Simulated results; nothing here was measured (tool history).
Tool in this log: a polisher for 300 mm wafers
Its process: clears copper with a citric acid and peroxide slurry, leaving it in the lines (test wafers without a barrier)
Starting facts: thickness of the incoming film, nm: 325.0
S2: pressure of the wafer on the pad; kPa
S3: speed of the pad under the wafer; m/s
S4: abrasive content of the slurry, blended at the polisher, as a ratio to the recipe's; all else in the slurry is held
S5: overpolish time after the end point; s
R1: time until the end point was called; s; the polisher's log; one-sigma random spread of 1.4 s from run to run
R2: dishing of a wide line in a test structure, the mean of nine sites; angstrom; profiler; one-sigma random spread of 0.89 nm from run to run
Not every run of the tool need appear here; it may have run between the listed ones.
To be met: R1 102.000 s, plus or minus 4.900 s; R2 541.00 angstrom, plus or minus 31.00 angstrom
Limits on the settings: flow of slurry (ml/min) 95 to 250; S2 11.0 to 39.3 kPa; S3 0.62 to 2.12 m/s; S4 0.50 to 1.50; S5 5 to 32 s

{"run": 1, "hour": 0.0, "flow of slurry (ml/min)": 160, "S2": 24.8, "S3": 1.36, "S4": 1.0, "S5": 16, "R1": 86.688, "R2": 442.9}
{"run": 2, "hour": 1.8, "flow of slurry (ml/min)": 160, "S2": 20.0, "S3": 1.36, "S4": 1.0, "S5": 16, "R1": 106.1, "R2": 354.28}
{"run": 3, "hour": 3.8, "flow of slurry (ml/min)": 145, "S2": 20.0, "S3": 1.36, "S4": 1.0, "S5": 16, "R1": 110.59, "R2": 352.99}
{"run": 4, "hour": 9.3, "flow of slurry (ml/min)": 145, "S2": 20.7, "S3": 1.36, "S4": 1.0, "S5": 17, "R1": 102.46, "R2": 378.85}
{"run": 5, "hour": 17.8, "flow of slurry (ml/min)": 125, "S2": 20.7, "S3": 1.36, "S4": 1.0, "S5": 17, "R1": 110.73, "R2": 356.99}
{"run": 6, "hour": 25.2, "flow of slurry (ml/min)": 125, "S2": 20.7, "S3": 1.36, "S4": 0.9, "S5": 17, "R1": 114.55, "R2": 363.72}
{"run": 7, "hour": 28.3, "flow of slurry (ml/min)": 135, "S2": 21.4, "S3": 1.36, "S4": 0.85, "S5": 18, "R1": 108.95, "R2": 387.35}
{"run": 8, "hour": 29.5, "flow of slurry (ml/min)": 135, "S2": 21.4, "S3": 1.36, "S4": 0.85, "S5": 19, "R1": 112.19, "R2": 411.5}
{"run": 9, "hour": 36.7, "flow of slurry (ml/min)": 140, "S2": 21.4, "S3": 1.36, "S4": 0.85, "S5": 20, "R1": 109.57, "R2": 440.51}
{"run": 10, "hour": 44.6, "flow of slurry (ml/min)": 140, "S2": 21.4, "S3": 1.36, "S4": 0.85, "S5": 20, "R1": 105.68, "R2": 420.67}
{"run": 11, "hour": 52.1, "flow of slurry (ml/min)": 135, "S2": 21.4, "S3": 1.36, "S4": 0.85, "S5": 21, "R1": 112.85, "R2": 438.01}
{"run": 12, "hour": 61.0, "flow of slurry (ml/min)": 140, "S2": 21.4, "S3": 1.36, "S4": 0.85, "S5": 22, "R1": 111.17, "R2": 455.8}
{"run": 13, "hour": 61.8, "flow of slurry (ml/min)": 145, "S2": 21.4, "S3": 1.36, "S4": 0.85, "S5": 22, "R1": 107.49, "R2": 456.47}
{"run": 14, "hour": 68.3, "flow of slurry (ml/min)": 145, "S2": 21.4, "S3": 1.36, "S4": 0.85, "S5": 23, "R1": 108.68, "R2": 473.48}
{"run": 15, "hour": 72.2, "flow of slurry (ml/min)": 150, "S2": 21.4, "S3": 1.36, "S4": 0.85, "S5": 23, "R1": 108.8, "R2": 490.04}
{"run": 16, "hour": 75.8, "flow of slurry (ml/min)": 155, "S2": 21.4, "S3": 1.36, "S4": 0.85, "S5": 23, "R1": 107.46, "R2": 500.26}
{"run": 17, "hour": 82.4, "flow of slurry (ml/min)": 160, "S2": 21.4, "S3": 1.36, "S4": 0.85, "S5": 23, "R1": 103.38, "R2": 504.81}

Consider the 4 candidate settings below. Which is the only one whose results all fall within their allowed miss of target?
{"run": "A", "hour": 89.0, "flow of slurry (ml/min)": 145, "S2": 21.4, "S3": 1.46, "S4": 0.95, "S5": 21, "R1": "?", "R2": "?"}
{"run": "B", "hour": 89.0, "flow of slurry (ml/min)": 180, "S2": 22.8, "S3": 1.38, "S4": 0.8, "S5": 18, "R1": "?", "R2": "?"}
{"run": "C", "hour": 89.0, "flow of slurry (ml/min)": 190, "S2": 18.6, "S3": 1.68, "S4": 0.75, "S5": 20, "R1": "?", "R2": "?"}
{"run": "D", "hour": 89.0, "flow of slurry (ml/min)": 170, "S2": 22.8, "S3": 1.22, "S4": 0.95, "S5": 24, "R1": "?", "R2": "?"}

move=A R1=100.700 R2=484.65
move=B R1=99.370 R2=430.00
move=C R1=107.230 R2=436.44
move=D R1=102.470 R2=537.49
A: its largest miss is bigger than the last run's
B: its largest miss is bigger than the last run's
C: its largest miss is bigger than the last run's
D: each result inside its tolerance
The right move is D.

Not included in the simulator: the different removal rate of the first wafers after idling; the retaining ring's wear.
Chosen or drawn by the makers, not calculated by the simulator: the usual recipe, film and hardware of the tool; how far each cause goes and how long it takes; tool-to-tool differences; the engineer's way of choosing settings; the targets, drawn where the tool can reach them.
